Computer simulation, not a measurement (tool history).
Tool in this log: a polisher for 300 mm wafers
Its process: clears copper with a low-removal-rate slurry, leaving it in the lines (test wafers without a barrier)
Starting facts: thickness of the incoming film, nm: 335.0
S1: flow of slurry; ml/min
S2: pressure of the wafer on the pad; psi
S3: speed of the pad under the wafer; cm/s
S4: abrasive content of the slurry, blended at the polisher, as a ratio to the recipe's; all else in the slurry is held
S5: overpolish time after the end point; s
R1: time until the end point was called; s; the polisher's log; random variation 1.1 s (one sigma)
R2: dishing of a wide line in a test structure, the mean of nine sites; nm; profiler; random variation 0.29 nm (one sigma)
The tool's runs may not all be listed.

run  hour   S1   S2   S3   S4  S5      R1      R2
  1     0  190  2.2  104    1  24  148.83  12.694
  2   2.1  190  2.4  104    1  23  135.58  12.819
  3   3.2  190  2.4  104    1  18  134.68  12.221
  4   5.9  190  2.4  104  0.8  18  145.87  11.481
  5  13.1  190  2.6  104  0.8  19   133.3  12.698
  6  17.2  190  2.6  104  0.8  23   134.5  13.203
  7  23.8  190  2.7  104  0.8  21  130.75  12.767
  8  24.7  190  2.8  106  0.8  20  121.85  12.961
  9  28.4  190  2.9  106  0.8  19  118.89  13.071
 10  36.5  190    3  108  0.8  18  111.36  12.343

Predict the results of run 11:
 11  41.6  190   3  108  0.8  18   ?   ?

R1: 111.64 s
R2: 12.459 nm
